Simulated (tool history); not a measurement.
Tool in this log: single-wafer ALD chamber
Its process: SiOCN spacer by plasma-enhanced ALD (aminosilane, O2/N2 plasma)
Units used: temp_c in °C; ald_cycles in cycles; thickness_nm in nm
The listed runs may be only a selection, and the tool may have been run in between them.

run	day	temp_c	ald_cycles	thickness_nm
1	0	385	65	3.8711
2	0.062	385	69	4.122
3	0.438	385	72	4.2998
4	0.571	385	78	4.6836
5	0.721	385	84	5.0128
6	1.079	385	79	4.7358
7	1.267	385	75	4.4824
8	1.462	385	75	4.461
9	1.796	385	71	4.2382
10	2.092	385	68	4.0682
11	2.408	385	65	3.8678
12	2.704	385	63	3.7617

Expected results for the next run?
13	2.804	385	61	?

thickness_nm: 3.6285 nm
